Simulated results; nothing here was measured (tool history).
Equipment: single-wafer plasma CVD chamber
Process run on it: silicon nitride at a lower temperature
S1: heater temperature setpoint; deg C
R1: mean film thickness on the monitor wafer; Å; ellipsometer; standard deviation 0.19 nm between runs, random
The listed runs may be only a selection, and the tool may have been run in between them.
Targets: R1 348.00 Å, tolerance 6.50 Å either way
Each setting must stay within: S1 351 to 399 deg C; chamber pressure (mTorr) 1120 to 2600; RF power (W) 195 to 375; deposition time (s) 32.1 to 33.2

run 1 day=0.000 | S1=375 chamber_pressure_(mTorr)=1860 RF_power_(W)=285 deposition_time_(s)=32.1 | R1=389.24
run 2 day=0.238 | S1=375 chamber_pressure_(mTorr)=1860 RF_power_(W)=315 deposition_time_(s)=32.1 | R1=411.29
run 3 day=0.396 | S1=375 chamber_pressure_(mTorr)=2130 RF_power_(W)=315 deposition_time_(s)=32.1 | R1=422.75
run 4 day=0.721 | S1=375 chamber_pressure_(mTorr)=2130 RF_power_(W)=335 deposition_time_(s)=32.1 | R1=439.45
run 5 day=0.829 | S1=375 chamber_pressure_(mTorr)=2130 RF_power_(W)=355 deposition_time_(s)=32.1 | R1=454.66
run 6 day=1.104 | S1=375 chamber_pressure_(mTorr)=2130 RF_power_(W)=335 deposition_time_(s)=32.1 | R1=444.00
run 7 day=1.392 | S1=375 chamber_pressure_(mTorr)=2020 RF_power_(W)=325 deposition_time_(s)=32.1 | R1=423.33
run 8 day=1.729 | S1=375 chamber_pressure_(mTorr)=1920 RF_power_(W)=315 deposition_time_(s)=32.1 | R1=412.24
run 9 day=1.825 | S1=376 chamber_pressure_(mTorr)=1550 RF_power_(W)=270 deposition_time_(s)=32.1 | R1=361.58
run 10 day=2.004 | S1=376 chamber_pressure_(mTorr)=1520 RF_power_(W)=270 deposition_time_(s)=32.1 | R1=357.88
run 11 day=2.279 | S1=376 chamber_pressure_(mTorr)=1500 RF_power_(W)=270 deposition_time_(s)=32.1 | R1=355.32
run 12 day=2.646 | S1=376 chamber_pressure_(mTorr)=1490 RF_power_(W)=270 deposition_time_(s)=32.1 | R1=356.72

Next run, 4 choices. One meets every target within its allowed miss, the rest don't. Which?
run A day=3.012 | S1=386 chamber_pressure_(mTorr)=1340 RF_power_(W)=245 deposition_time_(s)=32.9 | R1=?
run B day=3.012 | S1=373 chamber_pressure_(mTorr)=1310 RF_power_(W)=275 deposition_time_(s)=32.1 | R1=?
run C day=3.012 | S1=376 chamber_pressure_(mTorr)=1520 RF_power_(W)=255 deposition_time_(s)=33.2 | R1=?
run D day=3.012 | S1=373 chamber_pressure_(mTorr)=1790 RF_power_(W)=265 deposition_time_(s)=32.8 | R1=?

move=A R1=335.44
move=B R1=350.38
move=C R1=357.93
move=D R1=375.85
A: pushes the last run's worst result past its target
B: all results in spec
C: moves away from the targets compared with the last run
D: moves away from the targets compared with the last run
B is the move that brings every result within its allowed miss.

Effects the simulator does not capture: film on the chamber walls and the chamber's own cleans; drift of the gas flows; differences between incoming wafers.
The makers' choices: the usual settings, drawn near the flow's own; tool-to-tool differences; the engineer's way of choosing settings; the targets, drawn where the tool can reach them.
